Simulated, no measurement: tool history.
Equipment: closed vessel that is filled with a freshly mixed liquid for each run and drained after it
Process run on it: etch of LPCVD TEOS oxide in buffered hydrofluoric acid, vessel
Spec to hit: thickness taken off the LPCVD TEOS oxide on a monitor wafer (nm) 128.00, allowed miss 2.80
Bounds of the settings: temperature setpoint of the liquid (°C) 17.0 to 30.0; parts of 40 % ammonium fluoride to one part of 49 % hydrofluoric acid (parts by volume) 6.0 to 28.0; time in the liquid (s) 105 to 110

run,hour,temperature setpoint of the liquid (°C),parts of 40 % ammonium fluoride to one part of 49 % hydrofluoric acid (parts by volume),time in the liquid (s),thickness taken off the LPCVD TEOS oxide on a monitor wafer (nm)
1,0.0,22.0,17.0,105,203.12
2,3.3,25.5,17.0,105,244.52
3,6.3,23.0,17.0,105,215.04
4,14.3,23.0,17.0,105,214.61
5,18.8,24.5,17.0,105,233.49
6,21.4,23.0,17.5,105,207.30
7,23.3,22.0,18.0,105,189.10
8,28.5,21.0,18.5,105,177.25
9,34.0,21.0,18.5,105,179.26
10,37.9,20.5,19.0,105,165.52
11,38.9,20.0,19.0,105,163.32
12,46.2,19.5,19.5,105,155.00
13,51.8,19.0,19.5,105,147.78
14,55.4,18.5,19.5,105,145.37
15,62.2,18.0,19.5,105,140.46
16,65.8,17.5,20.0,105,135.93

Which of these 4 next moves meets every target?
A,69.4,17.0,24.5,110,?
B,69.4,17.0,22.0,105,?
C,69.4,17.0,20.5,105,?
D,69.4,17.0,22.5,105,?

move,thickness taken off the LPCVD TEOS oxide on a monitor wafer (nm)
A,119.34
B,122.72
C,128.85
D,120.83
A: the result that was furthest off in the last run now lies on the other side of its target
B: the result that was furthest off in the last run now lies on the other side of its target
C: every result within its allowed miss
D: the result that was furthest off in the last run now lies on the other side of its target
So the answer is move C, the one that meets all the targets.

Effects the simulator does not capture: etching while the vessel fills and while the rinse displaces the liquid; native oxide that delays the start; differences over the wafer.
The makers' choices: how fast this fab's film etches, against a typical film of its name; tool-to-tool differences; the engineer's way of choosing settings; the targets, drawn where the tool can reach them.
